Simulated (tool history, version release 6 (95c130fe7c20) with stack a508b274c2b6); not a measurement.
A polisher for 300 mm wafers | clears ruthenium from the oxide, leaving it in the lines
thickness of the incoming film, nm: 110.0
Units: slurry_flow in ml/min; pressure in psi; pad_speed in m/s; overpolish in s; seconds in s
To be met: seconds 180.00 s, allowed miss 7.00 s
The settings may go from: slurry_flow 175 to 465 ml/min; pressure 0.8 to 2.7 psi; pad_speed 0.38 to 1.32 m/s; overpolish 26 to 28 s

{"run": 1, "hour": 0.0, "slurry_flow": 295, "pressure": 1.7, "pad_speed": 0.84, "overpolish": 26, "seconds": 116.09}
{"run": 2, "hour": 6.6, "slurry_flow": 295, "pressure": 1.4, "pad_speed": 0.84, "overpolish": 26, "seconds": 127.93}
{"run": 3, "hour": 15.5, "slurry_flow": 250, "pressure": 1.4, "pad_speed": 0.84, "overpolish": 26, "seconds": 135.23}
{"run": 4, "hour": 19.7, "slurry_flow": 175, "pressure": 1.4, "pad_speed": 0.84, "overpolish": 26, "seconds": 141.87}
{"run": 5, "hour": 20.7, "slurry_flow": 175, "pressure": 1.6, "pad_speed": 0.84, "overpolish": 26, "seconds": 130.69}
{"run": 6, "hour": 29.1, "slurry_flow": 175, "pressure": 1.5, "pad_speed": 0.84, "overpolish": 26, "seconds": 133.02}
{"run": 7, "hour": 35.1, "slurry_flow": 175, "pressure": 1.4, "pad_speed": 0.84, "overpolish": 26, "seconds": 138.32}
{"run": 8, "hour": 41.8, "slurry_flow": 175, "pressure": 1.3, "pad_speed": 0.84, "overpolish": 26, "seconds": 149.65}
{"run": 9, "hour": 43.5, "slurry_flow": 175, "pressure": 1.1, "pad_speed": 0.84, "overpolish": 26, "seconds": 164.05}
{"run": 10, "hour": 51.8, "slurry_flow": 175, "pressure": 1.0, "pad_speed": 0.84, "overpolish": 26, "seconds": 169.55}

5 next moves are on the table. One of them brings every result within its allowed miss. Which?
{"run": "A", "hour": 60.1, "slurry_flow": 175, "pressure": 1.0, "pad_speed": 0.92, "overpolish": 26, "seconds": "?"}
{"run": "B", "hour": 60.1, "slurry_flow": 175, "pressure": 1.1, "pad_speed": 0.92, "overpolish": 26, "seconds": "?"}
{"run": "C", "hour": 60.1, "slurry_flow": 245, "pressure": 1.1, "pad_speed": 0.8, "overpolish": 28, "seconds": "?"}
{"run": "D", "hour": 60.1, "slurry_flow": 175, "pressure": 0.9, "pad_speed": 1.04, "overpolish": 28, "seconds": "?"}
{"run": "E", "hour": 60.1, "slurry_flow": 175, "pressure": 0.8, "pad_speed": 0.9, "overpolish": 28, "seconds": "?"}

move=A seconds=157.77
move=B seconds=149.80
move=C seconds=159.94
move=D seconds=150.03
move=E seconds=179.87
A: further off than the last run
B: further off than the last run
C: further off than the last run
D: further off than the last run
E: meets every target
Move E is the one to make.

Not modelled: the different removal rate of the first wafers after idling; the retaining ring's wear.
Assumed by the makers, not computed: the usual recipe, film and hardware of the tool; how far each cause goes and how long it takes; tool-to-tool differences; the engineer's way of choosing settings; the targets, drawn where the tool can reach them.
